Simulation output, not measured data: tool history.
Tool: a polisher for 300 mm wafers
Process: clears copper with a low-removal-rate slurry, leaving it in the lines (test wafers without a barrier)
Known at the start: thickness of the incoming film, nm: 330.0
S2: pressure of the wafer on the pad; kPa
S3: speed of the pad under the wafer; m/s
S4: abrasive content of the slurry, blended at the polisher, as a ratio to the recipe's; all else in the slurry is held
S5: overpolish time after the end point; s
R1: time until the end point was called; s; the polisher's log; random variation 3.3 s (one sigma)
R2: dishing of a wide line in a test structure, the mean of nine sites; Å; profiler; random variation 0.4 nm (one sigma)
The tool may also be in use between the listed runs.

{"run": 1, "day": 0.0, "flow of slurry (ml/min)": 290, "S2": 15.2, "S3": 1.22, "S4": 1, "S5": 24, "R1": 131.23, "R2": 249.68}
{"run": 2, "day": 0.258, "flow of slurry (ml/min)": 245, "S2": 15.2, "S3": 1.22, "S4": 1, "S5": 24, "R1": 131.76, "R2": 240.78}
{"run": 3, "day": 0.554, "flow of slurry (ml/min)": 245, "S2": 15.2, "S3": 1.34, "S4": 1, "S5": 24, "R1": 121.31, "R2": 252.37}
{"run": 4, "day": 0.771, "flow of slurry (ml/min)": 250, "S2": 12.4, "S3": 1.3, "S4": 1, "S5": 27, "R1": 152.71, "R2": 241.72}
{"run": 5, "day": 1.133, "flow of slurry (ml/min)": 250, "S2": 11, "S3": 1.28, "S4": 1, "S5": 28, "R1": 174.13, "R2": 229.42}
{"run": 6, "day": 1.296, "flow of slurry (ml/min)": 250, "S2": 11, "S3": 1.58, "S4": 1, "S5": 28, "R1": 138.33, "R2": 241.2}
{"run": 7, "day": 1.483, "flow of slurry (ml/min)": 250, "S2": 9.7, "S3": 1.5, "S4": 1, "S5": 29, "R1": 168.12, "R2": 230.74}
{"run": 8, "day": 1.542, "flow of slurry (ml/min)": 250, "S2": 9, "S3": 1.48, "S4": 1, "S5": 30, "R1": 176.97, "R2": 218.93}

The next listed run, before its measurement:
{"run": 9, "day": 1.679, "flow of slurry (ml/min)": 250, "S2": 8.3, "S3": 1.44, "S4": 1, "S5": 32, "R1": "?", "R2": "?"}

R1: 201.03 s
R2: 215.18 Å

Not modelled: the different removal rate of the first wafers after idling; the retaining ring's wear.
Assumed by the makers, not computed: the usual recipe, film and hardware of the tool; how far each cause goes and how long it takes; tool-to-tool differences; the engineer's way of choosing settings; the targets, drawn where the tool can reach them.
